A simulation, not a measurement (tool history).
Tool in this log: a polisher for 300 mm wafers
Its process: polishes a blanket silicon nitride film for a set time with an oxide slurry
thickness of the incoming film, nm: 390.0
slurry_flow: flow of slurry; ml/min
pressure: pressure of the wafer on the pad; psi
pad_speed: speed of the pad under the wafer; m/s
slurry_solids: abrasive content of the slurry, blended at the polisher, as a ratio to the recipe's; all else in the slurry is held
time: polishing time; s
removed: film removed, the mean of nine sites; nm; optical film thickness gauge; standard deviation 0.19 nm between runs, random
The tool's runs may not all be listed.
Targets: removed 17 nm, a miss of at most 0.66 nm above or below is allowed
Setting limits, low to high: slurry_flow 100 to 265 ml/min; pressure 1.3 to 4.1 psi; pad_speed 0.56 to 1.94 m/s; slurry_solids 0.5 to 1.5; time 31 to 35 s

{"run": 1, "day": 0.0, "slurry_flow": 170, "pressure": 2.7, "pad_speed": 1.24, "slurry_solids": 1, "time": 35, "removed": 22.25}
{"run": 2, "day": 0.371, "slurry_flow": 170, "pressure": 2.7, "pad_speed": 1.24, "slurry_solids": 1, "time": 31, "removed": 19.466}
{"run": 3, "day": 0.442, "slurry_flow": 185, "pressure": 2.7, "pad_speed": 1.24, "slurry_solids": 1, "time": 31, "removed": 19.521}
{"run": 4, "day": 0.583, "slurry_flow": 185, "pressure": 2.6, "pad_speed": 1.24, "slurry_solids": 1, "time": 31, "removed": 18.876}
{"run": 5, "day": 0.612, "slurry_flow": 185, "pressure": 2.6, "pad_speed": 1.24, "slurry_solids": 1, "time": 35, "removed": 21.185}
{"run": 6, "day": 0.675, "slurry_flow": 185, "pressure": 2.6, "pad_speed": 1.24, "slurry_solids": 1.15, "time": 35, "removed": 23.062}
{"run": 7, "day": 1.021, "slurry_flow": 185, "pressure": 2.4, "pad_speed": 1.24, "slurry_solids": 1.15, "time": 35, "removed": 20.833}
{"run": 8, "day": 1.296, "slurry_flow": 185, "pressure": 2.3, "pad_speed": 1.24, "slurry_solids": 1.15, "time": 35, "removed": 20.516}
{"run": 9, "day": 1.496, "slurry_flow": 175, "pressure": 1.7, "pad_speed": 1.22, "slurry_solids": 1.15, "time": 35, "removed": 14.651}
{"run": 10, "day": 1.642, "slurry_flow": 180, "pressure": 1.8, "pad_speed": 1.22, "slurry_solids": 1.15, "time": 35, "removed": 15.915}
{"run": 11, "day": 1.833, "slurry_flow": 185, "pressure": 1.8, "pad_speed": 1.22, "slurry_solids": 1.15, "time": 35, "removed": 15.992}
{"run": 12, "day": 2.042, "slurry_flow": 190, "pressure": 1.8, "pad_speed": 1.22, "slurry_solids": 1.15, "time": 35, "removed": 15.715}

4 next moves are on the table. One of them brings every result within its allowed miss. Which?
{"run": "A", "day": 2.25, "slurry_flow": 195, "pressure": 1.8, "pad_speed": 1.26, "slurry_solids": 1.2, "time": 32, "removed": "?"}
{"run": "B", "day": 2.25, "slurry_flow": 160, "pressure": 1.7, "pad_speed": 1.08, "slurry_solids": 1.35, "time": 35, "removed": "?"}
{"run": "C", "day": 2.25, "slurry_flow": 225, "pressure": 2, "pad_speed": 1.08, "slurry_solids": 1.15, "time": 32, "removed": "?"}
{"run": "D", "day": 2.25, "slurry_flow": 165, "pressure": 2.1, "pad_speed": 1.08, "slurry_solids": 1.35, "time": 34, "removed": "?"}

move=A removed=15.025
move=B removed=14.222
move=C removed=14.904
move=D removed=16.99
A: further off than the last run
B: further off than the last run
C: further off than the last run
D: in spec on every target
D meets every target.

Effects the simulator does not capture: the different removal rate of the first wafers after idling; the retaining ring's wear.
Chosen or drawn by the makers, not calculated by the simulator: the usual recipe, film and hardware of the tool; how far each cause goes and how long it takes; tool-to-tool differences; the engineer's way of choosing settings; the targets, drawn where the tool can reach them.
